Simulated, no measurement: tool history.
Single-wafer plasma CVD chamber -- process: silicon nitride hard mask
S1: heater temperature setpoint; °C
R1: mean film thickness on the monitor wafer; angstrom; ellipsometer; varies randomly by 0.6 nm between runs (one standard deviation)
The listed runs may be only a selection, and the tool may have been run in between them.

{"run": 1, "day": 0.0, "S1": 405, "chamber pressure (Pa)": 149, "RF power (kW)": 0.36, "deposition time (s)": 80, "R1": 892.73}
{"run": 2, "day": 0.058, "S1": 410, "chamber pressure (Pa)": 149, "RF power (kW)": 0.36, "deposition time (s)": 80, "R1": 886.1}
{"run": 3, "day": 0.275, "S1": 410, "chamber pressure (Pa)": 161, "RF power (kW)": 0.36, "deposition time (s)": 80, "R1": 928.49}
{"run": 4, "day": 0.508, "S1": 410, "chamber pressure (Pa)": 161, "RF power (kW)": 0.36, "deposition time (s)": 80, "R1": 915.39}
{"run": 5, "day": 0.583, "S1": 414, "chamber pressure (Pa)": 161, "RF power (kW)": 0.36, "deposition time (s)": 80, "R1": 916.89}
{"run": 6, "day": 0.858, "S1": 414, "chamber pressure (Pa)": 161, "RF power (kW)": 0.38, "deposition time (s)": 80, "R1": 955.11}
{"run": 7, "day": 0.904, "S1": 414, "chamber pressure (Pa)": 167, "RF power (kW)": 0.38, "deposition time (s)": 80, "R1": 966.54}
{"run": 8, "day": 1.029, "S1": 414, "chamber pressure (Pa)": 171, "RF power (kW)": 0.38, "deposition time (s)": 80, "R1": 979.79}

Predict the results of run 9:
{"run": 9, "day": 1.275, "S1": 414, "chamber pressure (Pa)": 175, "RF power (kW)": 0.38, "deposition time (s)": 80, "R1": "?"}

R1: 989.35 angstrom
